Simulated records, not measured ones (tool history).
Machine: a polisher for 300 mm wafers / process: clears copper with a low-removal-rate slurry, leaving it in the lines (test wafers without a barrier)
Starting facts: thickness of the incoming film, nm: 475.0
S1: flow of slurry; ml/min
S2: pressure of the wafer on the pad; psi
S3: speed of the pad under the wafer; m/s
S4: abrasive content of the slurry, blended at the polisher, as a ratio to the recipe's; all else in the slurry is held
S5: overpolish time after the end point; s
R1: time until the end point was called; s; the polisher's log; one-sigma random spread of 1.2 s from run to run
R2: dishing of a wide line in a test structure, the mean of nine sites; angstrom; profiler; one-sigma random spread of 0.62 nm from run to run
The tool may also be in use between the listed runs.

| run | hour | S1 | S2 | S3 | S4 | S5 | R1 | R2 |
|---|---|---|---|---|---|---|---|---|
| 1 | 0 | 290 | 4.2 | 1.26 | 1 | 12 | 101.24 | 262.25 |
| 2 | 3.3 | 290 | 4.2 | 1.26 | 1 | 10 | 97.262 | 231.56 |
| 3 | 4.7 | 290 | 4.2 | 1.26 | 1 | 13 | 100.72 | 271.53 |
| 4 | 12.6 | 290 | 5 | 1.26 | 1 | 13 | 85.163 | 276.17 |
| 5 | 17.7 | 290 | 5 | 1.26 | 0.9 | 13 | 88.445 | 278.39 |
| 6 | 20.8 | 290 | 5.1 | 1.26 | 0.9 | 13 | 85.946 | 282.6 |

Run 7 has not been measured yet. What should we expect?
| 7 | 21.4 | 290 | 5.2 | 1.26 | 0.9 | 13 | ? | ? |

R1: 86.115 s
R2: 290.67 angstrom
